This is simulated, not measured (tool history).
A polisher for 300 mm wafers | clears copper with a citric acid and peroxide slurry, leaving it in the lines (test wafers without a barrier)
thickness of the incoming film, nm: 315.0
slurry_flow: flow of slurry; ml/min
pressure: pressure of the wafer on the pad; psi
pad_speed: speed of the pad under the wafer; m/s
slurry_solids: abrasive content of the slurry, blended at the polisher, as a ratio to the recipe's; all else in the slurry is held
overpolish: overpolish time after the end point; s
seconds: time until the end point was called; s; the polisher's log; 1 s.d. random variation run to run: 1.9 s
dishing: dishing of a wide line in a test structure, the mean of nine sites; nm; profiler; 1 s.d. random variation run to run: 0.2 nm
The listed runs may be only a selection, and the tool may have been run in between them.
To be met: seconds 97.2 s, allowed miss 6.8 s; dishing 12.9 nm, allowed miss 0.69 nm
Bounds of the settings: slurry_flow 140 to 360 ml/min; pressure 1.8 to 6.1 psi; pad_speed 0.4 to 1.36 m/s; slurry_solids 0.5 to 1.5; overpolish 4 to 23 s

Run 1, day 0: slurry_flow 230 ml/min, pressure 3.9 psi, pad_speed 0.88 m/s, slurry_solids 1, overpolish 12 s. Result: seconds 134.09 s, dishing 21.215 nm.
Run 2, day 0.238: slurry_flow 250 ml/min, pressure 3.9 psi, pad_speed 0.88 m/s, slurry_solids 1, overpolish 12 s. Result: seconds 139.43 s, dishing 20.607 nm.
Run 3, day 0.475: slurry_flow 210 ml/min, pressure 4.1 psi, pad_speed 0.9 m/s, slurry_solids 1, overpolish 9 s. Result: seconds 129.03 s, dishing 16.593 nm.
Run 4, day 0.496: slurry_flow 155 ml/min, pressure 4.1 psi, pad_speed 0.9 m/s, slurry_solids 1, overpolish 9 s. Result: seconds 137 s, dishing 16.335 nm.
Run 5, day 0.75: slurry_flow 155 ml/min, pressure 4.1 psi, pad_speed 0.9 m/s, slurry_solids 1.1, overpolish 9 s. Result: seconds 135.56 s, dishing 16.342 nm.
Run 6, day 1.008: slurry_flow 155 ml/min, pressure 4.1 psi, pad_speed 0.9 m/s, slurry_solids 1.2, overpolish 9 s. Result: seconds 135.53 s, dishing 16.709 nm.
Run 7, day 1.296: slurry_flow 185 ml/min, pressure 4.4 psi, pad_speed 0.9 m/s, slurry_solids 1, overpolish 7 s. Result: seconds 124.69 s, dishing 13.991 nm.
Run 8, day 1.467: slurry_flow 195 ml/min, pressure 5.5 psi, pad_speed 0.9 m/s, slurry_solids 0.75, overpolish 4 s. Result: seconds 108.89 s, dishing 9.2075 nm.
Run 9, day 1.692: slurry_flow 195 ml/min, pressure 5.4 psi, pad_speed 0.94 m/s, slurry_solids 0.8, overpolish 4 s. Result: seconds 109.45 s, dishing 9.4592 nm.
Run 10, day 1.812: slurry_flow 195 ml/min, pressure 5.3 psi, pad_speed 1 m/s, slurry_solids 0.85, overpolish 4 s. Result: seconds 103.02 s, dishing 10.148 nm.
Run 11, day 1.871: slurry_flow 195 ml/min, pressure 5.2 psi, pad_speed 1.02 m/s, slurry_solids 0.9, overpolish 4 s. Result: seconds 102.56 s, dishing 10.222 nm.

5 candidate next runs follow, results not yet known. Just one meets every target within its allowed miss. Identify it.
Run A, day 1.929: slurry_flow 170 ml/min, pressure 5.4 psi, pad_speed 0.92 m/s, slurry_solids 0.85, overpolish 5 s. Result: seconds ?, dishing ?.
Run B, day 1.929: slurry_flow 180 ml/min, pressure 5.3 psi, pad_speed 1 m/s, slurry_solids 1, overpolish 5 s. Result: seconds ?, dishing ?.
Run C, day 1.929: slurry_flow 290 ml/min, pressure 5 psi, pad_speed 0.96 m/s, slurry_solids 0.95, overpolish 6 s. Result: seconds ?, dishing ?.
Run D, day 1.929: slurry_flow 195 ml/min, pressure 5 psi, pad_speed 0.96 m/s, slurry_solids 0.95, overpolish 5 s. Result: seconds ?, dishing ?.
Run E, day 1.929: slurry_flow 215 ml/min, pressure 4.9 psi, pad_speed 1.06 m/s, slurry_solids 0.8, overpolish 6 s. Result: seconds ?, dishing ?.

move  seconds  dishing
   A    105.5   11.639
   B   93.988   13.024
   C   98.394   14.861
   D   103.36   11.867
   E    101.3   14.444
A: gains on the last run, yet a result remains outside its allowed miss
B: each result inside its tolerance
C: takes the biggest miss from the last run beyond its target
D: gains on the last run, yet a result remains outside its allowed miss
E: takes the biggest miss from the last run beyond its target
B meets every target.

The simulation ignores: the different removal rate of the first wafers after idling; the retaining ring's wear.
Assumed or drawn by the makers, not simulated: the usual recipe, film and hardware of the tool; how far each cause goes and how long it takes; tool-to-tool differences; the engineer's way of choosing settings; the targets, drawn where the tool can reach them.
